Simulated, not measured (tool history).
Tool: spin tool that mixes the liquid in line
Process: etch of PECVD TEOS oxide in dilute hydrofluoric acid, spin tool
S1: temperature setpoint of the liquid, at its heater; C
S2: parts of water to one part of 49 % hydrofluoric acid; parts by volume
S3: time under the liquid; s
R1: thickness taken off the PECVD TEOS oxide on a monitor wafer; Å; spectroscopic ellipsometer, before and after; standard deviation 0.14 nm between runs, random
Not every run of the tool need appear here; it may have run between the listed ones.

| run | hour | S1 | S2 | S3 | R1 |
|---|---|---|---|---|---|
| 1 | 0.0 | 22.0 | 40 | 60 | 135.00 |
| 2 | 1.2 | 23.5 | 40 | 60 | 142.86 |
| 3 | 3.9 | 23.5 | 40 | 60 | 142.67 |
| 4 | 12.6 | 23.5 | 40 | 45 | 107.06 |
| 5 | 14.0 | 21.5 | 35 | 50 | 126.07 |
| 6 | 21.5 | 24.0 | 30 | 55 | 181.18 |
| 7 | 27.0 | 25.5 | 25 | 55 | 231.34 |
| 8 | 31.4 | 27.0 | 25 | 55 | 247.60 |
| 9 | 33.8 | 28.0 | 25 | 55 | 258.05 |
| 10 | 41.3 | 28.5 | 25 | 55 | 264.08 |
| 11 | 49.7 | 30.0 | 20 | 55 | 353.84 |
| 12 | 56.3 | 29.5 | 20 | 55 | 345.25 |
| 13 | 64.2 | 29.5 | 20 | 55 | 345.79 |

Run 14 comes next. What will it give?
| 14 | 64.9 | 29.0 | 20 | 55 | ? |

{"run 14": {"R1": 338.38}}

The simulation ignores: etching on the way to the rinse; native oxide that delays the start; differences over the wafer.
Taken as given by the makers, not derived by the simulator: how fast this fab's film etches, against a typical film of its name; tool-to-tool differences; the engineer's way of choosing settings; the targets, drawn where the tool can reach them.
